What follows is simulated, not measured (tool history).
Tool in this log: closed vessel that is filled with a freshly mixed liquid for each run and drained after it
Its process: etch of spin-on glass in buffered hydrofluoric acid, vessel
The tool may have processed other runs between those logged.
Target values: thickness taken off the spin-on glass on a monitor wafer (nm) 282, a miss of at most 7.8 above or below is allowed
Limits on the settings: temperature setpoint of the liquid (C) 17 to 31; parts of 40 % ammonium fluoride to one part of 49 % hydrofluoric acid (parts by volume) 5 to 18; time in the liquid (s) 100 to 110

run  hour  temperature setpoint of the liquid (C)  parts of 40 % ammonium fluoride to one part of 49 % hydrofluoric acid (parts by volume)  time in the liquid (s)  thickness taken off the spin-on glass on a monitor wafer (nm)
  1     0                                      23                                                                                       11                     100                                                         415.58
  2   7.3                                      23                                                                                        9                     100                                                          486.7
  3  13.3                                      22                                                                                      9.5                     100                                                          444.2
  4  19.3                                      22                                                                                      6.5                     100                                                         646.15
  5  23.7                                    21.5                                                                                        7                     100                                                         586.38
  6  29.9                                    21.5                                                                                        6                     100                                                         673.44
  7  35.5                                    17.5                                                                                      9.5                     100                                                         348.78
  8  41.5                                      17                                                                                     10.5                     100                                                         310.18
  9  46.7                                      17                                                                                       11                     100                                                         296.05

Of the 4 settings listed for the next run, only one would bring every result within its allowed miss of target. Which one?
  A  51.9                                    17.5                                                                                       11                     100                                                              ?
  B  51.9                                      17                                                                                       13                     105                                                              ?
  C  51.9                                      17                                                                                     11.5                     110                                                              ?
  D  51.9                                      17                                                                                     11.5                     100                                                              ?

move  thickness taken off the spin-on glass on a monitor wafer (nm)
   A                                                         307.29
   B                                                         266.29
   C                                                         314.56
   D                                                         285.96
A: lands further from the targets than the last run did
B: the result that was furthest off in the last run now lies on the other side of its target
C: lands further from the targets than the last run did
D: every result lands within tolerance
Go with D: it meets all targets.
